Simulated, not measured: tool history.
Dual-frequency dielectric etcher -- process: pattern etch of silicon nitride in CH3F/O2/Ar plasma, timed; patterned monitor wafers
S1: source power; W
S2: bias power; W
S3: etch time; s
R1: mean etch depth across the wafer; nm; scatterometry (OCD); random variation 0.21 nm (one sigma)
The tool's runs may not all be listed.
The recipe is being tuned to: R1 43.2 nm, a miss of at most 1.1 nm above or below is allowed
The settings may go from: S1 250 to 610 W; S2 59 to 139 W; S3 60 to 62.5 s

{"run": 1, "hour": 0.0, "S1": 430, "S2": 99, "S3": 60, "R1": 50.58}
{"run": 2, "hour": 0.6, "S1": 430, "S2": 92, "S3": 60, "R1": 49.304}
{"run": 3, "hour": 8.8, "S1": 460, "S2": 92, "S3": 60, "R1": 50.929}
{"run": 4, "hour": 17.1, "S1": 420, "S2": 89, "S3": 60, "R1": 48.327}
{"run": 5, "hour": 20.0, "S1": 480, "S2": 89, "S3": 60, "R1": 51.064}
{"run": 6, "hour": 22.7, "S1": 440, "S2": 86, "S3": 60, "R1": 48.32}
{"run": 7, "hour": 28.4, "S1": 410, "S2": 85, "S3": 60, "R1": 47.172}
{"run": 8, "hour": 31.1, "S1": 320, "S2": 76, "S3": 60, "R1": 40.424}
{"run": 9, "hour": 33.9, "S1": 330, "S2": 77, "S3": 60, "R1": 41.288}
{"run": 10, "hour": 35.3, "S1": 340, "S2": 77, "S3": 60, "R1": 41.276}

Exercise: of the 5 proposed moves below, exactly one satisfies all targets within the stated allowed misses. Which move is it?
{"run": "A", "hour": 36.7, "S1": 430, "S2": 71, "S3": 62, "R1": "?"}
{"run": "B", "hour": 36.7, "S1": 360, "S2": 85, "S3": 61.5, "R1": "?"}
{"run": "C", "hour": 36.7, "S1": 300, "S2": 75, "S3": 60, "R1": "?"}
{"run": "D", "hour": 36.7, "S1": 280, "S2": 82, "S3": 61.5, "R1": "?"}
{"run": "E", "hour": 36.7, "S1": 460, "S2": 59, "S3": 60.5, "R1": "?"}

move=A R1=46.151
move=B R1=45.4
move=C R1=39.038
move=D R1=40.167
move=E R1=43.377
A: takes the result that was furthest off past its target
B: takes the result that was furthest off past its target
C: moves away from the targets compared with the last run
D: moves away from the targets compared with the last run
E: meets every target
The right move is E.
